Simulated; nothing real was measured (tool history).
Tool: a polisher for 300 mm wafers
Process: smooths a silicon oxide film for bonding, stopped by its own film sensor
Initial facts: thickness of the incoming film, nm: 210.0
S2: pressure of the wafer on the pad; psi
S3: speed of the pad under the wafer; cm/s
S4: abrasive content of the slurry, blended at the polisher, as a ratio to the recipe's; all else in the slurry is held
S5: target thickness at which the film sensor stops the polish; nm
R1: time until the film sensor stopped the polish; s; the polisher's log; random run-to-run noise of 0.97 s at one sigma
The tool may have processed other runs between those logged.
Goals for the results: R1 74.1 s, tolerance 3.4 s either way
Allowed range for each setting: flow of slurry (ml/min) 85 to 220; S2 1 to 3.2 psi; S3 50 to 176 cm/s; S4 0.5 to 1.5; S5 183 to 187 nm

run 1 hour=0 | flow_of_slurry_(ml/min)=140 S2=2.1 S3=112 S4=1 S5=183 | R1=28.799
run 2 hour=1.9 | flow_of_slurry_(ml/min)=140 S2=2.5 S3=112 S4=1 S5=183 | R1=24.747
run 3 hour=4.5 | flow_of_slurry_(ml/min)=140 S2=2.3 S3=102 S4=1 S5=183 | R1=27.938
run 4 hour=7.9 | flow_of_slurry_(ml/min)=140 S2=2.3 S3=102 S4=1.15 S5=183 | R1=25.868
run 5 hour=14.3 | flow_of_slurry_(ml/min)=140 S2=1.8 S3=102 S4=1.15 S5=183 | R1=31.252
run 6 hour=19.4 | flow_of_slurry_(ml/min)=135 S2=1.7 S3=94 S4=1.1 S5=183 | R1=36.339
run 7 hour=23.1 | flow_of_slurry_(ml/min)=130 S2=1.6 S3=86 S4=1.1 S5=183 | R1=40.336
run 8 hour=29.2 | flow_of_slurry_(ml/min)=125 S2=1.5 S3=80 S4=1.1 S5=183 | R1=45.66

Exactly one of the 4 candidate moves below puts every result within its allowed miss. Which one?
run A hour=35.3 | flow_of_slurry_(ml/min)=140 S2=2.2 S3=60 S4=1.05 S5=186 | R1=?
run B hour=35.3 | flow_of_slurry_(ml/min)=140 S2=1.1 S3=82 S4=0.95 S5=183 | R1=?
run C hour=35.3 | flow_of_slurry_(ml/min)=110 S2=1 S3=92 S4=0.85 S5=183 | R1=?
run D hour=35.3 | flow_of_slurry_(ml/min)=120 S2=1 S3=86 S4=1.05 S5=183 | R1=?

move=A R1=32.345
move=B R1=65.134
move=C R1=75.786
move=D R1=66.331
A: moves away from the targets compared with the last run
B: nearer than the last run, and not there yet
C: every result within its allowed miss
D: nearer than the last run, and not there yet
So the answer is move C, the one that meets all the targets.
